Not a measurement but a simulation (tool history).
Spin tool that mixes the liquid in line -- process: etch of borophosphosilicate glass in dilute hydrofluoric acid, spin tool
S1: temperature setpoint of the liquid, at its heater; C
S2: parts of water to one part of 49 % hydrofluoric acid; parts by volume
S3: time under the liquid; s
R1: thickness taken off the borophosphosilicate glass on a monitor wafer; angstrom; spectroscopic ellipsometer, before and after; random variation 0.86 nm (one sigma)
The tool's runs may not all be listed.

run	hour	S1	S2	S3	R1
1	0.0	25.0	170	260	665.96
2	8.6	26.0	165	260	702.91
3	9.8	28.5	165	260	781.70
4	12.9	29.0	160	260	811.55
5	21.2	29.5	155	260	883.62
6	24.7	30.0	155	260	891.79
7	33.5	30.5	150	260	929.72
8	34.9	31.0	145	260	999.13

Expected results for the next run?
9	40.0	32.0	140	260	?

Logged for run 9: R1 1085.60 angstrom.
